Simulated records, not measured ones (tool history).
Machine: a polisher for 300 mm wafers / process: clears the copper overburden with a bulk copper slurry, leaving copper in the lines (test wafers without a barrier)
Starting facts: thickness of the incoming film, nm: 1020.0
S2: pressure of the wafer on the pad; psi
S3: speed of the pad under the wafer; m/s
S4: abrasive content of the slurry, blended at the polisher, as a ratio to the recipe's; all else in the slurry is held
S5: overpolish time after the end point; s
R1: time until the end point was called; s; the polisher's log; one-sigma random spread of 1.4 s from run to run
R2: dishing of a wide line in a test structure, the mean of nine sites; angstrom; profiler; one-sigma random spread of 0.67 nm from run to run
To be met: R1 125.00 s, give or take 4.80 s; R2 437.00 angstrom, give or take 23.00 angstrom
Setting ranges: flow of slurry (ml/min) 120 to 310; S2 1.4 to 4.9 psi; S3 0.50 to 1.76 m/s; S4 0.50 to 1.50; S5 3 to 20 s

{"run": 1, "hour": 0.0, "flow of slurry (ml/min)": 200, "S2": 3.1, "S3": 1.12, "S4": 1.0, "S5": 10, "R1": 103.11, "R2": 609.23}
{"run": 2, "hour": 4.5, "flow of slurry (ml/min)": 200, "S2": 3.0, "S3": 1.12, "S4": 1.0, "S5": 10, "R1": 107.08, "R2": 607.52}
{"run": 3, "hour": 12.3, "flow of slurry (ml/min)": 200, "S2": 3.0, "S3": 1.12, "S4": 1.0, "S5": 12, "R1": 105.66, "R2": 667.04}
{"run": 4, "hour": 15.0, "flow of slurry (ml/min)": 200, "S2": 2.9, "S3": 1.12, "S4": 1.0, "S5": 11, "R1": 109.96, "R2": 622.94}
{"run": 5, "hour": 18.8, "flow of slurry (ml/min)": 200, "S2": 2.8, "S3": 1.12, "S4": 1.0, "S5": 10, "R1": 114.07, "R2": 573.24}
{"run": 6, "hour": 26.2, "flow of slurry (ml/min)": 200, "S2": 2.8, "S3": 1.12, "S4": 1.0, "S5": 9, "R1": 114.65, "R2": 523.2}
{"run": 7, "hour": 29.3, "flow of slurry (ml/min)": 200, "S2": 2.7, "S3": 1.12, "S4": 1.0, "S5": 8, "R1": 116.42, "R2": 467.97}
{"run": 8, "hour": 33.1, "flow of slurry (ml/min)": 195, "S2": 2.6, "S3": 1.12, "S4": 1.0, "S5": 8, "R1": 118.83, "R2": 446.48}

5 candidate next runs follow, results not yet known. Just one meets every target within its allowed miss. Identify it.
{"run": "A", "hour": 36.9, "flow of slurry (ml/min)": 150, "S2": 2.6, "S3": 1.22, "S4": 1.05, "S5": 7, "R1": "?", "R2": "?"}
{"run": "B", "hour": 36.9, "flow of slurry (ml/min)": 200, "S2": 2.6, "S3": 1.0, "S4": 0.95, "S5": 9, "R1": "?", "R2": "?"}
{"run": "C", "hour": 36.9, "flow of slurry (ml/min)": 235, "S2": 2.4, "S3": 1.1, "S4": 1.0, "S5": 8, "R1": "?", "R2": "?"}
{"run": "D", "hour": 36.9, "flow of slurry (ml/min)": 170, "S2": 2.5, "S3": 1.04, "S4": 1.3, "S5": 9, "R1": "?", "R2": "?"}
{"run": "E", "hour": 36.9, "flow of slurry (ml/min)": 220, "S2": 3.0, "S3": 1.14, "S4": 0.9, "S5": 7, "R1": "?", "R2": "?"}

move=A R1=112.48 R2=423.55
move=B R1=134.82 R2=449.33
move=C R1=125.98 R2=429.32
move=D R1=125.50 R2=475.98
move=E R1=107.46 R2=442.98
A: misses by more than the last run did
B: moves the result that the last run missed by most past its target, out the other side
C: all results in spec
D: the furthest-off result lands on target, but another misses its tolerance
E: misses by more than the last run did
Move C is the one to make.
